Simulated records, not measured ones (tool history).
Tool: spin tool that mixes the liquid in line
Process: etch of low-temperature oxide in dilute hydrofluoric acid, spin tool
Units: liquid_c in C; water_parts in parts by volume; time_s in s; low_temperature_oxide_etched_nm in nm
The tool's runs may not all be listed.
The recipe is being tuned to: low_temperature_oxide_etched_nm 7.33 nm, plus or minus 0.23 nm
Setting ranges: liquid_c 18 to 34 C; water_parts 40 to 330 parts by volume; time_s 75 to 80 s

run  hour  liquid_c  water_parts  time_s  low_temperature_oxide_etched_nm
  1     0        26          185      75                           11.341
  2   1.3      23.5          195      75                           9.5308
  3   6.5      25.5          195      75                           10.397
  4  14.5        23          195      75                           9.6222
  5  17.8      24.5          195      75                           10.025
  6  18.5        22          195      75                           9.1185
  7  27.4        21          200      75                           8.6265
  8  30.4        18          215      75                           6.9642
  9  37.7        18          215      75                           6.8965

Exactly one of the 5 candidate moves below puts every result within its allowed miss. Which one?
  A    45        21          245      75                                ?
  B    45        20          250      80                                ?
  C    45        18          220      75                                ?
  D    45        18          205      75                                ?
  E    45      18.5          245      80                                ?

move  low_temperature_oxide_etched_nm
   A                           6.6083
   B                           6.6231
   C                             6.72
   D                           7.3124
   E                           6.4142
A: further off than the last run
B: further off than the last run
C: further off than the last run
D: meets every target
E: further off than the last run
Answer: D

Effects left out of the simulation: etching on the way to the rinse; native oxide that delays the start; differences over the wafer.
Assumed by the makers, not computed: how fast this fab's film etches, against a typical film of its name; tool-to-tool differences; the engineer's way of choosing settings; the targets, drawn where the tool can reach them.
